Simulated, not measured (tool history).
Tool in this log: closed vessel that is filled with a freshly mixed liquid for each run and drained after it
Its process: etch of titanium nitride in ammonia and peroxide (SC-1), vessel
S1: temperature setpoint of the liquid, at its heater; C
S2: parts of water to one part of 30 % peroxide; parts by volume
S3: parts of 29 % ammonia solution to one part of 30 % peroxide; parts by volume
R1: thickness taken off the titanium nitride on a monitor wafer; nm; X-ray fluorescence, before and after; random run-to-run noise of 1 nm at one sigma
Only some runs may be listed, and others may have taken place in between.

{"run": 1, "day": 0.0, "S1": 46.0, "S2": 27.5, "S3": 0.4, "time in the liquid (s)": 3070, "R1": 55.403}
{"run": 2, "day": 0.125, "S1": 46.0, "S2": 27.5, "S3": 0.25, "time in the liquid (s)": 3070, "R1": 49.99}
{"run": 3, "day": 0.258, "S1": 51.0, "S2": 25.0, "S3": 0.25, "time in the liquid (s)": 3070, "R1": 75.295}
{"run": 4, "day": 0.358, "S1": 51.0, "S2": 18.5, "S3": 0.25, "time in the liquid (s)": 3070, "R1": 89.287}
{"run": 5, "day": 0.421, "S1": 51.0, "S2": 15.0, "S3": 0.25, "time in the liquid (s)": 3070, "R1": 100.53}
{"run": 6, "day": 0.558, "S1": 51.0, "S2": 15.0, "S3": 0.25, "time in the liquid (s)": 3070, "R1": 99.364}
{"run": 7, "day": 0.829, "S1": 54.0, "S2": 15.0, "S3": 0.25, "time in the liquid (s)": 3070, "R1": 123.43}
{"run": 8, "day": 0.9, "S1": 54.0, "S2": 15.0, "S3": 0.25, "time in the liquid (s)": 3070, "R1": 123.94}
{"run": 9, "day": 1.038, "S1": 56.0, "S2": 15.0, "S3": 0.25, "time in the liquid (s)": 3070, "R1": 140.68}
{"run": 10, "day": 1.196, "S1": 57.5, "S2": 15.0, "S3": 0.25, "time in the liquid (s)": 3070, "R1": 157.9}
{"run": 11, "day": 1.275, "S1": 58.0, "S2": 15.0, "S3": 0.25, "time in the liquid (s)": 3070, "R1": 161.91}
{"run": 12, "day": 1.608, "S1": 58.5, "S2": 15.0, "S3": 0.25, "time in the liquid (s)": 3070, "R1": 166.46}
{"run": 13, "day": 1.933, "S1": 59.0, "S2": 15.0, "S3": 0.25, "time in the liquid (s)": 3070, "R1": 172.59}

What does the tool deliver on the next run?
{"run": 14, "day": 2.192, "S1": 59.5, "S2": 15.0, "S3": 0.25, "time in the liquid (s)": 3070, "R1": "?"}

{"run 14": {"R1": 177.99}}
